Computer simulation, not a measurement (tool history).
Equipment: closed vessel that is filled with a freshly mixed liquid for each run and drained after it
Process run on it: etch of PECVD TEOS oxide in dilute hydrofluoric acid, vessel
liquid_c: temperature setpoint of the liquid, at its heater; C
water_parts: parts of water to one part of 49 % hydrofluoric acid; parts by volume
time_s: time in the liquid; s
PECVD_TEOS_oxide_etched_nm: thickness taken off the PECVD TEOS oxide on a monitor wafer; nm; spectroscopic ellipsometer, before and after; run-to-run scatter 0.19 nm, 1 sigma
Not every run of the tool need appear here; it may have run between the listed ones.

{"run": 1, "hour": 0.0, "liquid_c": 21, "water_parts": 260, "time_s": 885, "PECVD_TEOS_oxide_etched_nm": 48.288}
{"run": 2, "hour": 2.4, "liquid_c": 21, "water_parts": 260, "time_s": 885, "PECVD_TEOS_oxide_etched_nm": 48.709}
{"run": 3, "hour": 3.3, "liquid_c": 17.5, "water_parts": 260, "time_s": 885, "PECVD_TEOS_oxide_etched_nm": 42.162}
{"run": 4, "hour": 11.0, "liquid_c": 17.5, "water_parts": 270, "time_s": 885, "PECVD_TEOS_oxide_etched_nm": 40.889}
{"run": 5, "hour": 19.2, "liquid_c": 17.5, "water_parts": 185, "time_s": 885, "PECVD_TEOS_oxide_etched_nm": 64.511}
{"run": 6, "hour": 22.2, "liquid_c": 19, "water_parts": 185, "time_s": 885, "PECVD_TEOS_oxide_etched_nm": 68.579}
{"run": 7, "hour": 30.4, "liquid_c": 19, "water_parts": 185, "time_s": 885, "PECVD_TEOS_oxide_etched_nm": 67.881}
{"run": 8, "hour": 32.2, "liquid_c": 18.5, "water_parts": 210, "time_s": 885, "PECVD_TEOS_oxide_etched_nm": 57.601}
{"run": 9, "hour": 34.8, "liquid_c": 18, "water_parts": 230, "time_s": 885, "PECVD_TEOS_oxide_etched_nm": 50.698}
{"run": 10, "hour": 40.7, "liquid_c": 18, "water_parts": 245, "time_s": 885, "PECVD_TEOS_oxide_etched_nm": 46.749}

For run 11, what comes out?
{"run": 11, "hour": 44.7, "liquid_c": 18, "water_parts": 255, "time_s": 885, "PECVD_TEOS_oxide_etched_nm": "?"}

PECVD_TEOS_oxide_etched_nm: 44.241 nm
